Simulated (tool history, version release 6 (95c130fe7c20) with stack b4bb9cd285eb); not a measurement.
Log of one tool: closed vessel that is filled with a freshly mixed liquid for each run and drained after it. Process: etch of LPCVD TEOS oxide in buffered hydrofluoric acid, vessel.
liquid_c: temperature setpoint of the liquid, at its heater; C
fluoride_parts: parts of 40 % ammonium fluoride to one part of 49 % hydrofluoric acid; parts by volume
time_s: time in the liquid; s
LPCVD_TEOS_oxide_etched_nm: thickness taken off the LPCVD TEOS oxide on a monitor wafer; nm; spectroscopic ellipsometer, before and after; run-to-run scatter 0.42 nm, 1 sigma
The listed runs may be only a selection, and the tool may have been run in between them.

Run 1, hour 0.0: liquid_c 23.0 C, fluoride_parts 23.5 parts by volume, time_s 30 s. Result: LPCVD_TEOS_oxide_etched_nm 29.021 nm.
Run 2, hour 1.2: liquid_c 24.5 C, fluoride_parts 22.0 parts by volume, time_s 30 s. Result: LPCVD_TEOS_oxide_etched_nm 33.212 nm.
Run 3, hour 5.8: liquid_c 22.0 C, fluoride_parts 22.0 parts by volume, time_s 30 s. Result: LPCVD_TEOS_oxide_etched_nm 29.039 nm.
Run 4, hour 13.6: liquid_c 22.0 C, fluoride_parts 15.5 parts by volume, time_s 30 s. Result: LPCVD_TEOS_oxide_etched_nm 39.456 nm.
Run 5, hour 15.1: liquid_c 22.0 C, fluoride_parts 15.5 parts by volume, time_s 30 s. Result: LPCVD_TEOS_oxide_etched_nm 39.997 nm.
Run 6, hour 17.0: liquid_c 23.5 C, fluoride_parts 15.5 parts by volume, time_s 30 s. Result: LPCVD_TEOS_oxide_etched_nm 43.109 nm.

For run 7, what comes out?
Run 7, hour 21.9: liquid_c 24.5 C, fluoride_parts 15.5 parts by volume, time_s 30 s. Result: LPCVD_TEOS_oxide_etched_nm ?.

{"run 7": {"LPCVD_TEOS_oxide_etched_nm": 45.236}}
